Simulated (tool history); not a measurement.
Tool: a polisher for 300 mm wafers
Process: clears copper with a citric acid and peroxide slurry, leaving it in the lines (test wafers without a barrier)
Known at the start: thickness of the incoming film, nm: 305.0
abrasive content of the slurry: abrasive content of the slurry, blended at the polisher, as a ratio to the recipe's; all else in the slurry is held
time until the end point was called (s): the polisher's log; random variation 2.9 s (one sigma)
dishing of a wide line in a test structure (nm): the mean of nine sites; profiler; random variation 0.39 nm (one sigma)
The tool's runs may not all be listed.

run	hour	flow of slurry (ml/min)	pressure of the wafer on the pad (psi)	speed of the pad under the wafer (cm/s)	abrasive content of the slurry	overpolish time after the end point (s)	time until the end point was called (s)	dishing of a wide line in a test structure (nm)
1	0	250	2	140	1	20	151.75	29.451
2	3.3	250	2	168	1	20	127.8	34.358
3	11.5	250	1.8	168	1	20	142.69	31.757
4	13.9	220	1.8	168	1	20	142.37	31.019
5	17.8	220	1.8	146	1	20	166.5	26.574
6	25	220	1.8	146	0.8	20	175.67	25.415
7	33.8	220	1.8	146	0.8	20	177.34	25.338
8	40	220	1.8	146	0.8	20	174.08	25.045
9	43.1	220	1.8	146	0.8	20	174.6	25.768

The next listed run, before its measurement:
10	48.5	220	1.6	146	0.8	21	?	?

time until the end point was called (s): 196.99
dishing of a wide line in a test structure (nm): 24.433

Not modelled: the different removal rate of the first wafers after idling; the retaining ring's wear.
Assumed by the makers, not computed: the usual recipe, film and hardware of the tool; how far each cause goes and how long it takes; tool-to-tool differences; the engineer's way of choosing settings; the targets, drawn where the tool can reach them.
